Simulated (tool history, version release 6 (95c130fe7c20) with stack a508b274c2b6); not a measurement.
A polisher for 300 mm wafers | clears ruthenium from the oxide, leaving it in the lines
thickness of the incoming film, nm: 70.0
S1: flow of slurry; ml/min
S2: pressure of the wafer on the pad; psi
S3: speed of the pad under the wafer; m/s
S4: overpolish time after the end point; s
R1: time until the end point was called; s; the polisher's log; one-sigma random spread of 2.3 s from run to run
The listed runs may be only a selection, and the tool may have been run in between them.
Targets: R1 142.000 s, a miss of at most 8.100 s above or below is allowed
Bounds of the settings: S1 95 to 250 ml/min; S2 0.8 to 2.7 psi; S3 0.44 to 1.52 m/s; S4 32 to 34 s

Run 1, hour 0.0: S1 160 ml/min, S2 1.7 psi, S3 0.98 m/s, S4 32 s. Result: R1 97.557 s.
Run 2, hour 7.0: S1 160 ml/min, S2 1.6 psi, S3 0.98 m/s, S4 32 s. Result: R1 101.730 s.
Run 3, hour 8.8: S1 160 ml/min, S2 1.6 psi, S3 0.98 m/s, S4 32 s. Result: R1 101.500 s.
Run 4, hour 11.6: S1 160 ml/min, S2 1.9 psi, S3 0.98 m/s, S4 32 s. Result: R1 88.984 s.
Run 5, hour 15.3: S1 160 ml/min, S2 1.9 psi, S3 0.98 m/s, S4 32 s. Result: R1 86.053 s.
Run 6, hour 15.8: S1 160 ml/min, S2 1.8 psi, S3 0.98 m/s, S4 32 s. Result: R1 92.976 s.
Run 7, hour 23.0: S1 160 ml/min, S2 1.7 psi, S3 0.98 m/s, S4 32 s. Result: R1 99.358 s.
Run 8, hour 29.7: S1 160 ml/min, S2 1.6 psi, S3 0.98 m/s, S4 32 s. Result: R1 102.770 s.
Run 9, hour 35.4: S1 160 ml/min, S2 1.5 psi, S3 0.98 m/s, S4 32 s. Result: R1 109.590 s.
Run 10, hour 40.2: S1 160 ml/min, S2 1.4 psi, S3 0.98 m/s, S4 32 s. Result: R1 115.870 s.
Run 11, hour 48.3: S1 160 ml/min, S2 1.0 psi, S3 0.96 m/s, S4 32 s. Result: R1 163.930 s.

Pick the move, out of 4, that brings all results within their allowed miss; only one does.
Run A, hour 56.4: S1 165 ml/min, S2 0.9 psi, S3 0.84 m/s, S4 34 s. Result: R1 ?.
Run B, hour 56.4: S1 145 ml/min, S2 1.1 psi, S3 1.02 m/s, S4 34 s. Result: R1 ?.
Run C, hour 56.4: S1 140 ml/min, S2 0.8 psi, S3 1.12 m/s, S4 34 s. Result: R1 ?.
Run D, hour 56.4: S1 140 ml/min, S2 1.3 psi, S3 0.78 m/s, S4 34 s. Result: R1 ?.

move       R1
   A  200.840
   B  142.740
   C  173.690
   D  160.270
A: the biggest miss grows against the last run
B: all results land within tolerance of their targets
C: the biggest miss grows against the last run
D: closes in on the targets versus the last run, not all within tolerance yet
Go with B: it meets all targets.
